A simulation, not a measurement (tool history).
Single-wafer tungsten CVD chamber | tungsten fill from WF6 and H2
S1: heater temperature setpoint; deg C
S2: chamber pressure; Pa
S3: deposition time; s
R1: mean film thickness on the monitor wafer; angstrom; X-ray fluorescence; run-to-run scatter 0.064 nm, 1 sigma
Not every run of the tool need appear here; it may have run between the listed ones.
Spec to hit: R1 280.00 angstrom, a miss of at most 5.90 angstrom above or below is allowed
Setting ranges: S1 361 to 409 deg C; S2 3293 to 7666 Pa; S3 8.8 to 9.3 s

run,hour,S1,S2,S3,R1
1,0.0,385,5480,9.3,235.91
2,1.4,387,5493,9.3,243.92
3,5.2,387,4880,9.3,233.49
4,6.2,387,5293,9.3,241.80
5,13.2,389,5306,9.3,250.50
6,13.7,391,5320,9.3,258.78
7,15.2,392,5333,9.3,262.29
8,16.1,393,5346,9.3,268.38
9,21.9,394,5346,9.3,272.61

Exercise: of the 5 proposed moves below, exactly one satisfies all targets within the stated allowed misses. Which move is it?
A,27.7,399,4586,9.3,?
B,27.7,389,6293,9.3,?
C,27.7,400,5093,9.3,?
D,27.7,393,6146,8.8,?
E,27.7,389,5760,9.3,?

move,R1
A,278.88
B,264.50
C,294.28
D,265.48
E,256.07
A: all results in spec
B: the biggest miss grows against the last run
C: carries the result that was furthest off beyond its target, to the other side
D: the biggest miss grows against the last run
E: the biggest miss grows against the last run
A is the move that brings every result within its allowed miss.

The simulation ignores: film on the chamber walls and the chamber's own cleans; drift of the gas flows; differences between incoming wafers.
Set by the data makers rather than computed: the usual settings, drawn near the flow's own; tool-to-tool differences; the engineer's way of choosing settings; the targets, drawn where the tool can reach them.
